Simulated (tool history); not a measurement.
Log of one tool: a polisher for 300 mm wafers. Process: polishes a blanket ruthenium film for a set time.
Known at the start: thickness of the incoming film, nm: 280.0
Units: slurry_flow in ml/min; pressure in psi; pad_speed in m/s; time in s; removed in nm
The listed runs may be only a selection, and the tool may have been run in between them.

run  hour  slurry_flow  pressure  pad_speed  time  removed
  1   0.0          245       1.8       1.00    64   70.283
  2   6.5          245       1.9       1.00    64   74.194
  3  14.9          245       2.0       1.00    64   73.067
  4  23.8          245       2.2       1.02    64   81.610
  5  26.1          245       2.2       0.82    64   64.600
  6  34.0          245       2.2       0.68    64   54.560
  7  34.6          245       2.4       0.76    64   66.141
  8  35.2          245       2.8       0.86    64   79.706

For run 9, what comes out?
  9  38.3          245       2.8       0.90    64        ?

{"run 9": {"removed": 85.077}}

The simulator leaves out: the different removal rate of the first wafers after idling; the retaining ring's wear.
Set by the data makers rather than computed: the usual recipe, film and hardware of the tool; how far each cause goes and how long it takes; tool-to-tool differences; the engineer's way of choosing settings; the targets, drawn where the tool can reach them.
